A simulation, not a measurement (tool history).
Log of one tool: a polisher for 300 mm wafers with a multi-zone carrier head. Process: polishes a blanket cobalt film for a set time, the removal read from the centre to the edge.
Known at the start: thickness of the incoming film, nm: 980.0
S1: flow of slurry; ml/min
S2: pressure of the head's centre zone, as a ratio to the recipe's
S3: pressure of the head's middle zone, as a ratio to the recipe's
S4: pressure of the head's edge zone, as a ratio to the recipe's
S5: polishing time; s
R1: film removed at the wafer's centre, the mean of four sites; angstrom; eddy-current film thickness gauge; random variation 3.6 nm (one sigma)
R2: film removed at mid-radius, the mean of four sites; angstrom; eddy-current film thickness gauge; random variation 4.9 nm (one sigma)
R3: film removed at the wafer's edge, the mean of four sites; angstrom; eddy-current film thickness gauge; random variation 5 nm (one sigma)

{"run": 1, "hour": 0.0, "S1": 130, "S2": 1.0, "S3": 1.0, "S4": 1.0, "S5": 62, "R1": 3282.2, "R2": 2901.4, "R3": 2882.4}
{"run": 2, "hour": 4.1, "S1": 135, "S2": 0.99, "S3": 1.01, "S4": 1.06, "S5": 68, "R1": 3572.2, "R2": 3227.6, "R3": 3365.5}
{"run": 3, "hour": 7.2, "S1": 150, "S2": 1.0, "S3": 1.04, "S4": 1.1, "S5": 70, "R1": 3764.7, "R2": 3474.6, "R3": 3511.1}
{"run": 4, "hour": 14.8, "S1": 150, "S2": 1.0, "S3": 1.09, "S4": 1.1, "S5": 70, "R1": 3821.3, "R2": 3692.3, "R3": 3542.8}
{"hour": 19.4, "done": "centre zone pressure recalibrated"}
{"run": 5, "hour": 19.4, "S1": 150, "S2": 0.92, "S3": 1.09, "S4": 1.1, "S5": 70, "R1": 3194.8, "R2": 3646.0, "R3": 3553.1}
{"run": 6, "hour": 26.2, "S1": 155, "S2": 0.95, "S3": 1.07, "S4": 1.13, "S5": 73, "R1": 3494.3, "R2": 3781.1, "R3": 3793.3}
{"run": 7, "hour": 30.5, "S1": 160, "S2": 0.98, "S3": 1.06, "S4": 1.15, "S5": 75, "R1": 3738.0, "R2": 3830.7, "R3": 3878.2}

Forecast run 8:
{"run": 8, "hour": 34.7, "S1": 160, "S2": 1.0, "S3": 1.05, "S4": 1.16, "S5": 77, "R1": "?", "R2": "?", "R3": "?"}

{"run 8": {"R1": 3946.1, "R2": 3935.0, "R3": 3981.1}}

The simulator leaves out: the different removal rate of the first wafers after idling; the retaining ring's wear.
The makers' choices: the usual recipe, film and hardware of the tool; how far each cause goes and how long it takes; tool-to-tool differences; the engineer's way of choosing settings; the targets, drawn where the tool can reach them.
